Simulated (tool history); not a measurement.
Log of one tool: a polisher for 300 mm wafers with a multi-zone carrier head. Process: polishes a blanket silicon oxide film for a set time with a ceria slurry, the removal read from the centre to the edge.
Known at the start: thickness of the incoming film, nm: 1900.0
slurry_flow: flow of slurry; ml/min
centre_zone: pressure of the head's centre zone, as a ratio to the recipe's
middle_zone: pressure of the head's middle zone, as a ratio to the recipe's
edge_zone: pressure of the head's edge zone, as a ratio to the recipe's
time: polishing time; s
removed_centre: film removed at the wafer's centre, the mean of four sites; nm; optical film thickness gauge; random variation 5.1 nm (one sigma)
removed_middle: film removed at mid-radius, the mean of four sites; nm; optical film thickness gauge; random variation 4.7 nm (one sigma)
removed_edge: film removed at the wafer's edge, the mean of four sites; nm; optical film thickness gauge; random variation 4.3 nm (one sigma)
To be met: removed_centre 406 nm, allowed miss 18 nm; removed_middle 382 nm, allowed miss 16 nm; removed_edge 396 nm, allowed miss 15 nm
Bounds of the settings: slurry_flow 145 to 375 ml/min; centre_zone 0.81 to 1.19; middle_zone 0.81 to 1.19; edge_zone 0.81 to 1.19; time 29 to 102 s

run	hour	slurry_flow	centre_zone	middle_zone	edge_zone	time	removed_centre	removed_middle	removed_edge
1	0	240	1	1	1	65	280.04	279.19	272.03
2	6.5	245	1.01	1	1.02	69	303.94	288.33	290.52
3	8.4	270	1.01	1	1.02	69	302.81	304.44	292.85
4	14.9	270	1.01	1	0.97	69	303.96	290.82	283
5	20.6	265	1.01	1	0.99	72	322.84	307.4	305.29
6	28.9	265	1.01	1	1	74	332.22	313.99	313.5
7	38	265	1.01	1	1.02	76	323.45	315.95	321.23
8	44	265	1.03	1.01	1.03	78	348.77	330.7	334.71
9	50.8	265	1.04	1.01	1.04	80	356.94	348.05	340.21

Which of these 4 next moves meets every target?
A	57.6	240	0.92	0.88	1.04	101	?	?	?
B	57.6	265	1.09	1.04	1.03	87	?	?	?
C	57.6	205	1.04	0.98	1.03	95	?	?	?
D	57.6	245	1.02	0.88	1.03	93	?	?	?

move	removed_centre	removed_middle	removed_edge
A	398.87	383.59	426.78
B	395.43	384.6	368.91
C	400.5	385.51	392.55
D	397.39	354.03	392.29
A: takes the result that was furthest off past its target
B: nearer than the last run, and not there yet
C: meets every target
D: brings the result that was furthest off to its target, and leaves another outside
Answer: C

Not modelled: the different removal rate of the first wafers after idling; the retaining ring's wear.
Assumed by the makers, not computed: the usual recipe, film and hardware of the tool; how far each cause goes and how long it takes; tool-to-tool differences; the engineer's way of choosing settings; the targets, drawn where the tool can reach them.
